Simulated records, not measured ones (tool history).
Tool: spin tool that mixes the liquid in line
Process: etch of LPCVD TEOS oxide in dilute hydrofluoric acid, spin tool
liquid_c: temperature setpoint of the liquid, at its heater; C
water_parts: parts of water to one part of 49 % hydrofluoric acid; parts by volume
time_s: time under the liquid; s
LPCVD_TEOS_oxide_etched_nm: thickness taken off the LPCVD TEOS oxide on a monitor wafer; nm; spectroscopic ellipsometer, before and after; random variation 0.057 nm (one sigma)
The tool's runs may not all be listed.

run	hour	liquid_c	water_parts	time_s	LPCVD_TEOS_oxide_etched_nm
1	0	23	90	30	8.8313
2	3.4	23	70	30	11.746
3	10.4	25	70	30	12.435
4	11.5	23	80	30	10.238
5	20.3	23	55	30	15.096
6	23.6	22	70	30	11.303

Run 7 comes next. What will it give?
7	28.3	21	75	30	?

Run 7 gave LPCVD_TEOS_oxide_etched_nm 9.9203 nm.
